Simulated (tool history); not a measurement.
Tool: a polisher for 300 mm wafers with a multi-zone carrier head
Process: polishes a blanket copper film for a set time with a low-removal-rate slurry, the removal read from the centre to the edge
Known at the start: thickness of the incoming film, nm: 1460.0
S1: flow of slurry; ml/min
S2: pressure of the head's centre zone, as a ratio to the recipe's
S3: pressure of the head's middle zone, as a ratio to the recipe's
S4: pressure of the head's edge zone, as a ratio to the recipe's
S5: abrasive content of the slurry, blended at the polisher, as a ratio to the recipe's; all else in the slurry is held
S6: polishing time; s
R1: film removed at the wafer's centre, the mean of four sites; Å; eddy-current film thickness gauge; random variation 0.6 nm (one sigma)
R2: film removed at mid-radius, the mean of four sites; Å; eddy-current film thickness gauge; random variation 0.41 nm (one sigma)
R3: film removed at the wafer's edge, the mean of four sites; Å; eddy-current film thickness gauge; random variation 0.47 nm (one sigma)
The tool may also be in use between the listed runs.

run	day	S1	S2	S3	S4	S5	S6	R1	R2	R3
1	0.000	315	1.00	1.00	1.00	1.00	51	830.49	841.24	809.37
2	0.246	315	1.04	1.00	1.00	1.00	51	856.58	844.83	823.84
3	0.433	315	1.04	1.00	0.95	1.00	51	851.25	835.43	804.62
4	0.500	315	1.04	1.05	0.95	1.00	51	871.11	873.85	790.34
5	0.788	315	0.97	1.05	0.95	1.00	51	827.00	859.44	801.88
6	1.021	355	0.97	1.05	0.95	1.00	51	802.12	873.37	793.75
7	1.375	340	0.99	1.02	0.93	0.85	45	696.18	728.36	681.54

Forecast run 8:
8	1.742	325	1.02	1.00	0.91	0.75	41	?	?	?

{"run 8": {"R1": 643.56, "R2": 637.82, "R3": 591.97}}
